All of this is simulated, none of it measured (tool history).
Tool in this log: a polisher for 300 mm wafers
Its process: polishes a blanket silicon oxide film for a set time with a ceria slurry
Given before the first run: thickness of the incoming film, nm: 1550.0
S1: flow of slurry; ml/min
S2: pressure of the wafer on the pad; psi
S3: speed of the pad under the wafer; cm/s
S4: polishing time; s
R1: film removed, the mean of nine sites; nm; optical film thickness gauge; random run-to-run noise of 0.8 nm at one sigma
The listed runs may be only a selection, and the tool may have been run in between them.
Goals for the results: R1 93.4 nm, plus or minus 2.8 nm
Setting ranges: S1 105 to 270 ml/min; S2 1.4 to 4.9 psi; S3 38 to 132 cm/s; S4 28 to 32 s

| run | hour | S1 | S2 | S3 | S4 | R1 |
|---|---|---|---|---|---|---|
| 1 | 0 | 175 | 3.1 | 84 | 32 | 106.35 |
| 2 | 1.5 | 175 | 3.6 | 84 | 32 | 121.19 |
| 3 | 9.5 | 175 | 3.6 | 84 | 32 | 120.59 |
| 4 | 11.3 | 175 | 4.1 | 84 | 32 | 137.8 |
| 5 | 16.6 | 215 | 4.1 | 84 | 32 | 138.81 |
| 6 | 25.4 | 185 | 4.1 | 84 | 32 | 139.21 |
| 7 | 31 | 185 | 3.6 | 84 | 32 | 121.68 |
| 8 | 33.8 | 185 | 3.3 | 84 | 32 | 112.75 |
| 9 | 40.6 | 185 | 3.1 | 84 | 32 | 108.03 |
| 10 | 48.7 | 185 | 2.9 | 84 | 32 | 100.62 |
| 11 | 51.5 | 185 | 2.8 | 84 | 32 | 98.01 |

Below are 5 possible settings for the next run. Only one of them brings all results inside the allowed miss of their targets. Which is it?
| A | 54.3 | 185 | 3.1 | 82 | 32 | ? |
| B | 54.3 | 205 | 2.3 | 102 | 32 | ? |
| C | 54.3 | 160 | 3.4 | 78 | 28 | ? |
| D | 54.3 | 160 | 3.3 | 86 | 29 | ? |
| E | 54.3 | 210 | 2.6 | 94 | 31 | ? |

| move | R1 |
|---|---|
| A | 104.77 |
| B | 100.71 |
| C | 93.243 |
| D | 103.33 |
| E | 100.55 |
A: the biggest miss grows against the last run
B: the biggest miss grows against the last run
C: all results land within tolerance of their targets
D: the biggest miss grows against the last run
E: the biggest miss grows against the last run
Correct choice: C, which meets every target
